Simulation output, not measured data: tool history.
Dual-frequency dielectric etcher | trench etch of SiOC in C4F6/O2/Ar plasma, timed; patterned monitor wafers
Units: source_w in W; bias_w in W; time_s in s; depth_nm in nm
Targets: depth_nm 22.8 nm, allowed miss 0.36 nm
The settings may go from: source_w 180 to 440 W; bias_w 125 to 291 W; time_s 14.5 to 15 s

Run 1, day 0: source_w 310 W, bias_w 208 W, time_s 14.5 s. Result: depth_nm 28.941 nm.
Run 2, day 0.05: source_w 310 W, bias_w 208 W, time_s 15 s. Result: depth_nm 30.083 nm.
Run 3, day 0.321: source_w 310 W, bias_w 238 W, time_s 15 s. Result: depth_nm 31.411 nm.
Run 4, day 0.379: source_w 280 W, bias_w 212 W, time_s 15 s. Result: depth_nm 29.185 nm.
Run 5, day 0.717: source_w 260 W, bias_w 192 W, time_s 15 s. Result: depth_nm 27.41 nm.
Run 6, day 0.775: source_w 240 W, bias_w 180 W, time_s 15 s. Result: depth_nm 26.027 nm.
Run 7, day 0.842: source_w 230 W, bias_w 173 W, time_s 15 s. Result: depth_nm 25.308 nm.
Run 8, day 0.929: source_w 220 W, bias_w 168 W, time_s 15 s. Result: depth_nm 24.787 nm.
Run 9, day 1.058: source_w 180 W, bias_w 143 W, time_s 15 s. Result: depth_nm 21.761 nm.
Run 10, day 1.254: source_w 190 W, bias_w 143 W, time_s 15 s. Result: depth_nm 22.251 nm.

Which of these 5 next moves meets every target?
Run A, day 1.45: source_w 190 W, bias_w 134 W, time_s 14.5 s. Result: depth_nm ?.
Run B, day 1.45: source_w 180 W, bias_w 147 W, time_s 15 s. Result: depth_nm ?.
Run C, day 1.45: source_w 220 W, bias_w 146 W, time_s 14.5 s. Result: depth_nm ?.
Run D, day 1.45: source_w 180 W, bias_w 164 W, time_s 14.5 s. Result: depth_nm ?.
Run E, day 1.45: source_w 180 W, bias_w 155 W, time_s 14.5 s. Result: depth_nm ?.

move  depth_nm
   A    21.076
   B    22.033
   C     22.83
   D    22.077
   E     21.67
A: further off than the last run
B: further off than the last run
C: meets every target
D: further off than the last run
E: further off than the last run
The right move is C.
